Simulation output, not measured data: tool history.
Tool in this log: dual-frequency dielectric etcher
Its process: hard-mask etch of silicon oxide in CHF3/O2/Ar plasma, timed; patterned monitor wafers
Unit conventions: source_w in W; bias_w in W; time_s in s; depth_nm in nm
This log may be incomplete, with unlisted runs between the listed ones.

run	hour	source_w	bias_w	time_s	depth_nm
1	0	580	219	16.5	32.977
2	2.7	580	219	16.5	32.842
3	8.4	530	204	16.5	30.334
4	11.2	490	202	16.5	29.53
5	19.2	460	199	16.5	28.452
6	27.9	460	214	16.5	29.695
7	34.3	440	208	16.5	28.743

What will run 8 give?
8	38.6	420	204	16.5	?

Logged for run 8: depth_nm 28.42 nm.
